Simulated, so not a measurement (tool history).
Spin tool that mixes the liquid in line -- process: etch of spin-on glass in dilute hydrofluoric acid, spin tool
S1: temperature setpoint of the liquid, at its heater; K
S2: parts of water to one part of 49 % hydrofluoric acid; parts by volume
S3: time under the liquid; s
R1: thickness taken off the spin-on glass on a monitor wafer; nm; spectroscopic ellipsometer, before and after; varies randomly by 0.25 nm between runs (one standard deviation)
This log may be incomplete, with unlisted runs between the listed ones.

run 1 hour=0.0 | S1=294.15 S2=110 S3=45 | R1=13.345
run 2 hour=9.0 | S1=295.15 S2=105 S3=45 | R1=14.415
run 3 hour=15.9 | S1=295.15 S2=105 S3=45 | R1=14.613
run 4 hour=17.5 | S1=295.15 S2=90 S3=45 | R1=17.013
run 5 hour=21.5 | S1=296.15 S2=85 S3=45 | R1=19.144
run 6 hour=22.2 | S1=296.65 S2=80 S3=45 | R1=20.941
run 7 hour=23.1 | S1=297.15 S2=80 S3=45 | R1=21.324
run 8 hour=29.5 | S1=297.65 S2=75 S3=45 | R1=23.502
run 9 hour=35.5 | S1=298.15 S2=75 S3=45 | R1=24.090
run 10 hour=39.7 | S1=298.65 S2=75 S3=45 | R1=24.353
run 11 hour=48.0 | S1=299.15 S2=75 S3=45 | R1=25.274

What will run 12 give?
run 12 hour=55.4 | S1=302.15 S2=55 S3=45 | R1=?

R1: 39.156 nm
